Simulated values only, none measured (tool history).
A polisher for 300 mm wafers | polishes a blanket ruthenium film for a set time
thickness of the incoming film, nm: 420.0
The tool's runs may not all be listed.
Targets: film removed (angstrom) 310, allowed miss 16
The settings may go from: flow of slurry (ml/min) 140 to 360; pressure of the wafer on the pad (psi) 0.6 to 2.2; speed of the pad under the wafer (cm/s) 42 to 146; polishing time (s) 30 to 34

| run | hour | flow of slurry (ml/min) | pressure of the wafer on the pad (psi) | speed of the pad under the wafer (cm/s) | polishing time (s) | film removed (angstrom) |
|---|---|---|---|---|---|---|
| 1 | 0 | 230 | 1.4 | 94 | 34 | 205.8 |
| 2 | 7.2 | 230 | 1.2 | 94 | 34 | 178.82 |
| 3 | 13.3 | 260 | 1.2 | 94 | 34 | 182.07 |
| 4 | 16.9 | 260 | 0.9 | 94 | 34 | 151.04 |
| 5 | 21.9 | 240 | 0.9 | 94 | 34 | 148.94 |
| 6 | 28.3 | 240 | 1.1 | 96 | 34 | 170.31 |
| 7 | 34.4 | 240 | 1.1 | 96 | 34 | 170.9 |
| 8 | 35.2 | 240 | 1.3 | 98 | 34 | 196.49 |
| 9 | 41.1 | 240 | 1.5 | 100 | 34 | 227.64 |
| 10 | 41.8 | 240 | 1.6 | 100 | 34 | 234.94 |
| 11 | 49.5 | 240 | 1.7 | 102 | 34 | 253.41 |
| 12 | 54.4 | 240 | 1.8 | 102 | 34 | 266.41 |
| 13 | 57.8 | 240 | 1.9 | 102 | 34 | 285.14 |
| 14 | 63.7 | 240 | 2 | 102 | 34 | 288.95 |

Which of these 4 next moves meets every target?
| A | 69.6 | 260 | 2 | 114 | 33 | ? |
| B | 69.6 | 285 | 2.2 | 112 | 34 | ? |
| C | 69.6 | 225 | 1.9 | 104 | 34 | ? |
| D | 69.6 | 235 | 1.8 | 98 | 34 | ? |

| move | film removed (angstrom) |
|---|---|
| A | 311.25 |
| B | 343.47 |
| C | 280.33 |
| D | 255.26 |
A: meets every target
B: takes the result that was furthest off past its target
C: further off than the last run
D: further off than the last run
Answer: A

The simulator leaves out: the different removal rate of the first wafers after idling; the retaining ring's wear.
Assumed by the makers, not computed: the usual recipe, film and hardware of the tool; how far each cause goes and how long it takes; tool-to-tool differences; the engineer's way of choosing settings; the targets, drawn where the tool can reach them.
